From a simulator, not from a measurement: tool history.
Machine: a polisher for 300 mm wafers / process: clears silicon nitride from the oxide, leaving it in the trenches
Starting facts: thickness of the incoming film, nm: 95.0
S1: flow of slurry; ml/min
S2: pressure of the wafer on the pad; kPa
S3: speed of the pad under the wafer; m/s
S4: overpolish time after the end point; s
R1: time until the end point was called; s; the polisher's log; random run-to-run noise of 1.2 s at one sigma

run,hour,S1,S2,S3,S4,R1
1,0.0,190,19.3,0.78,33,159.25
2,8.3,190,19.3,0.68,33,186.69
3,15.9,190,19.3,0.52,33,236.91
4,16.9,190,20.7,0.52,33,227.16
5,17.4,190,22.1,0.54,33,210.44
6,25.9,145,22.1,0.54,33,210.21
7,34.0,145,23.4,0.56,33,197.34
8,40.8,145,23.4,0.56,33,194.63
9,48.9,145,24.1,0.58,33,181.32
10,56.2,145,24.8,0.60,33,173.36
# hour 60.5: worn pad replaced by a new one
11,60.5,145,25.5,0.62,33,152.33

Run 12 has not been measured yet. What should we expect?
12,69.3,155,26.2,0.62,33,?

Run 12 yielded R1 150.85 s.
